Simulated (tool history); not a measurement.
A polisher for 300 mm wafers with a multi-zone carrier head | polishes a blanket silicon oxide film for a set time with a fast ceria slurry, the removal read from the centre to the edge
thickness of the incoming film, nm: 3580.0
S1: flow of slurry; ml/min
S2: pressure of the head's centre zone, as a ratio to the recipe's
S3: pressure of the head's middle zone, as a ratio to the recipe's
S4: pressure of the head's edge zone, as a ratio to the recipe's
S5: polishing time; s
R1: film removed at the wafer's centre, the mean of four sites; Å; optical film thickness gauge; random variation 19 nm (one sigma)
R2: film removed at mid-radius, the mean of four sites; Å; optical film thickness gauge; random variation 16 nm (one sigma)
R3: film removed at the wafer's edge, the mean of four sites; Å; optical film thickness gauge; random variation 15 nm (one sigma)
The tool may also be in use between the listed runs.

| run | hour | S1 | S2 | S3 | S4 | S5 | R1 | R2 | R3 |
|---|---|---|---|---|---|---|---|---|---|
| 1 | 0.0 | 200 | 1.00 | 1.00 | 1.00 | 74 | 11311 | 12190 | 11792 |
| 2 | 1.8 | 230 | 1.00 | 1.00 | 1.00 | 74 | 12229 | 12574 | 11939 |
| 3 | 7.4 | 280 | 1.00 | 1.00 | 1.00 | 74 | 12150 | 12719 | 12267 |
| 4 | 15.7 | 280 | 1.00 | 1.01 | 1.01 | 75 | 12152 | 13084 | 12412 |
| 5 | 16.6 | 280 | 1.00 | 1.01 | 1.02 | 76 | 12485 | 13148 | 12697 |
| 6 | 25.2 | 280 | 1.00 | 1.02 | 1.03 | 77 | 12744 | 13385 | 13057 |

Forecast run 7:
| 7 | 31.5 | 280 | 0.99 | 1.03 | 1.04 | 77 | ? | ? | ? |

Run 7 gave R1 12385 Å, R2 13524 Å, R3 12894 Å.

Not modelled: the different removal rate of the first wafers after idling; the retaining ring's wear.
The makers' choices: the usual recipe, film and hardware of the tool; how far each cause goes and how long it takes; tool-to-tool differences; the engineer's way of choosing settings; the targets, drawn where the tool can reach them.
